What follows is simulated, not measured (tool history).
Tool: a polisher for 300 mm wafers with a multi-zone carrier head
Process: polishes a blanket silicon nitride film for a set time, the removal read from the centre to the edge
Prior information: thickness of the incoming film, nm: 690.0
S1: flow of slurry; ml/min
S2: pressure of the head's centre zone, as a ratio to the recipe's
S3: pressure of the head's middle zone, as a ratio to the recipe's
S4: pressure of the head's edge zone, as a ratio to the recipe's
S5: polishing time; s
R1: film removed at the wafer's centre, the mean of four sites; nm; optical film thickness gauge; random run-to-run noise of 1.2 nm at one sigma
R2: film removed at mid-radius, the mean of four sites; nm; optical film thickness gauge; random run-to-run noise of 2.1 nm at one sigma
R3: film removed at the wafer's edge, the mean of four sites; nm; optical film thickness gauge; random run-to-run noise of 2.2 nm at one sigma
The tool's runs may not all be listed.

Run 1, hour 0: S1 175 ml/min, S2 1, S3 1, S4 1, S5 50 s. Result: R1 120.93 nm, R2 125.32 nm, R3 119.78 nm.
Run 2, hour 2.2: S1 175 ml/min, S2 1, S3 1, S4 1, S5 60 s. Result: R1 146.02 nm, R2 149.89 nm, R3 142.54 nm.
Run 3, hour 7: S1 175 ml/min, S2 1, S3 1, S4 0.92, S5 60 s. Result: R1 148.34 nm, R2 142.28 nm, R3 137.12 nm.
Run 4, hour 11.7: S1 175 ml/min, S2 1, S3 0.93, S4 0.92, S5 60 s. Result: R1 146.39 nm, R2 136.47 nm, R3 137.52 nm.
Run 5, hour 14.5: S1 180 ml/min, S2 1.01, S3 0.91, S4 0.95, S5 61 s. Result: R1 149.79 nm, R2 140.6 nm, R3 145.22 nm.
Run 6, hour 16.4: S1 190 ml/min, S2 1.03, S3 0.9, S4 0.96, S5 61 s. Result: R1 154.54 nm, R2 137.98 nm, R3 143.61 nm.

Run 7 comes next. What will it give?
Run 7, hour 23.5: S1 195 ml/min, S2 1.04, S3 0.89, S4 0.99, S5 62 s. Result: R1 ?, R2 ?, R3 ?.

Run 7 produced R1 161.26 nm, R2 140.46 nm, R3 147.51 nm.
